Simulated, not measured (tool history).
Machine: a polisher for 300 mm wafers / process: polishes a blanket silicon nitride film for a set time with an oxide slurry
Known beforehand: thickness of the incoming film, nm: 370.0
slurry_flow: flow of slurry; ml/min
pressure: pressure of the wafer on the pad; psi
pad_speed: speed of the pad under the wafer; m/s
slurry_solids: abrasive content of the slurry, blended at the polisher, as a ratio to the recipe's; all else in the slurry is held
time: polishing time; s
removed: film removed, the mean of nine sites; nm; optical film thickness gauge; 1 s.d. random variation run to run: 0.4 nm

run    day  slurry_flow  pressure  pad_speed  slurry_solids  time  removed
  1      0          200       4.8       1.34              1    39   40.144
  2  0.096          200       4.4       1.32              1    39   36.925
  3  0.379          200       4.4       1.32           1.15    39   39.112
  4  0.654          200       4.4       1.32           1.25    39   40.296
  5   0.85          245       4.4       1.32           1.25    39   42.285
  6  0.933          240       3.9        1.3           1.25    39   36.868

For run 7, what comes out?
  7  1.258          240       3.6        1.3           1.25    39        ?

removed: 33.554 nm
